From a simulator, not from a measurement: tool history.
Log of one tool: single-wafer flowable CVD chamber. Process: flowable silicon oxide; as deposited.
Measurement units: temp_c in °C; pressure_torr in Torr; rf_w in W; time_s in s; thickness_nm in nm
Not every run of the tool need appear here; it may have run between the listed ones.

run 1 hour=0 | temp_c=100 pressure_torr=0.889 rf_w=1875 time_s=570 | thickness_nm=377.25
run 2 hour=8.3 | temp_c=100 pressure_torr=0.889 rf_w=2090 time_s=570 | thickness_nm=390.55
run 3 hour=16.4 | temp_c=105 pressure_torr=0.888 rf_w=2090 time_s=570 | thickness_nm=326.22
run 4 hour=20.1 | temp_c=105 pressure_torr=0.888 rf_w=1900 time_s=570 | thickness_nm=322.17
run 5 hour=23.2 | temp_c=105 pressure_torr=0.802 rf_w=1900 time_s=570 | thickness_nm=289.03
run 6 hour=29.8 | temp_c=105 pressure_torr=0.802 rf_w=1685 time_s=570 | thickness_nm=278.02
run 7 hour=33.1 | temp_c=107 pressure_torr=0.802 rf_w=1685 time_s=570 | thickness_nm=260.6
run 8 hour=35.4 | temp_c=108 pressure_torr=0.802 rf_w=1685 time_s=570 | thickness_nm=250.97

Forecast run 9:
run 9 hour=43.4 | temp_c=109 pressure_torr=0.802 rf_w=1685 time_s=570 | thickness_nm=?

thickness_nm: 245.21 nm

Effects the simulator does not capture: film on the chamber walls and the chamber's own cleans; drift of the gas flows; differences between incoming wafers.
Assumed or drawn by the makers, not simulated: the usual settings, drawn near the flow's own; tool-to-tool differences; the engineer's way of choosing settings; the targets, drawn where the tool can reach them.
